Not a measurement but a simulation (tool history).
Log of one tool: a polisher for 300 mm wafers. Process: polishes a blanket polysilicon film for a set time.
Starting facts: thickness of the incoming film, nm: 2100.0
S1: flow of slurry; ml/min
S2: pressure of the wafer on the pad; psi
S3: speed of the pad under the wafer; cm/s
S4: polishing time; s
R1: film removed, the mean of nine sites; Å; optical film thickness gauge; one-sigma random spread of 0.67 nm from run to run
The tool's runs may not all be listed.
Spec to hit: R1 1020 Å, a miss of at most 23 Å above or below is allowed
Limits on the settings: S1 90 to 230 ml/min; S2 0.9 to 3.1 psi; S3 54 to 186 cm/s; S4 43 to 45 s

run,hour,S1,S2,S3,S4,R1
1,0,150,2,118,43,2905.4
2,3.4,140,1.7,102,43,2155.7
3,9.6,160,1.7,102,43,2181.3
4,13,160,1.7,102,43,2184.4
5,20.7,160,1.7,102,45,2285.7
6,29.2,160,1.7,116,45,2590.7
7,36.1,160,1.5,98,45,1953.5
8,41.8,120,0.9,64,45,766.8
9,45.8,160,0.9,64,45,799.22
10,53.7,170,1,64,45,887.82
11,61,180,1,64,45,889.68
12,69.4,185,1,64,45,896.1
13,78.2,190,1,64,45,895.5
14,86,195,1,64,45,913.54
15,86.5,200,1,64,45,902.65
16,92.3,205,1.1,64,45,981.98
17,99.9,210,1.1,64,45,996.47

Which of these 5 next moves meets every target?
A,107.5,205,1.2,60,43,?
B,107.5,210,1.3,60,44,?
C,107.5,205,1,70,43,?
D,107.5,195,0.9,80,45,?
E,107.5,210,1.1,62,45,?

move,R1
A,978.36
B,1083.4
C,952.64
D,1019.7
E,975.02
A: lands further from the targets than the last run did
B: the result that was furthest off in the last run now lies on the other side of its target
C: lands further from the targets than the last run did
D: each result inside its tolerance
E: lands further from the targets than the last run did
D is the move that brings every result within its allowed miss.
